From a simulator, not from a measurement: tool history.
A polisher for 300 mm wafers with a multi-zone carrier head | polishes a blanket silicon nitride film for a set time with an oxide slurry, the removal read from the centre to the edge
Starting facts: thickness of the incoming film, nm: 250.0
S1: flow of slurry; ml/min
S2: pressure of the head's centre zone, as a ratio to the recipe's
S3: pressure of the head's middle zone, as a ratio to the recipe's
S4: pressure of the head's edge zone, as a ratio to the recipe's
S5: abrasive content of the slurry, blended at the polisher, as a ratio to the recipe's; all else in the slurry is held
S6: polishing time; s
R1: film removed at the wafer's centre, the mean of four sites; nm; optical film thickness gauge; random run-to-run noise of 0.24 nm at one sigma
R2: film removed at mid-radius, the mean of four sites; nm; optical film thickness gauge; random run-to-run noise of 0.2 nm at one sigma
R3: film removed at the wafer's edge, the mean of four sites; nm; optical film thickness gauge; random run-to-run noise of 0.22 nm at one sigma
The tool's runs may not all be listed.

run,hour,S1,S2,S3,S4,S5,S6,R1,R2,R3
1,0.0,165,1.00,1.00,1.00,1.00,36,20.125,19.962,20.300
2,5.2,165,0.95,1.00,1.00,1.00,36,19.405,19.734,20.304
3,13.4,165,0.96,1.01,0.96,1.00,36,19.278,19.929,20.136
4,14.7,165,0.96,1.01,1.02,1.00,36,19.353,19.992,21.244
5,15.4,165,0.96,0.98,1.02,1.00,36,19.293,19.879,20.099
6,20.1,165,0.96,0.92,1.02,1.00,36,19.084,18.631,20.489
7,27.6,170,0.97,0.97,0.97,0.95,36,19.361,19.263,20.055

Expected results for the next run?
8,35.1,170,0.99,1.01,0.94,0.90,36,?,?,?

R1: 19.348 nm
R2: 19.197 nm
R3: 19.079 nm

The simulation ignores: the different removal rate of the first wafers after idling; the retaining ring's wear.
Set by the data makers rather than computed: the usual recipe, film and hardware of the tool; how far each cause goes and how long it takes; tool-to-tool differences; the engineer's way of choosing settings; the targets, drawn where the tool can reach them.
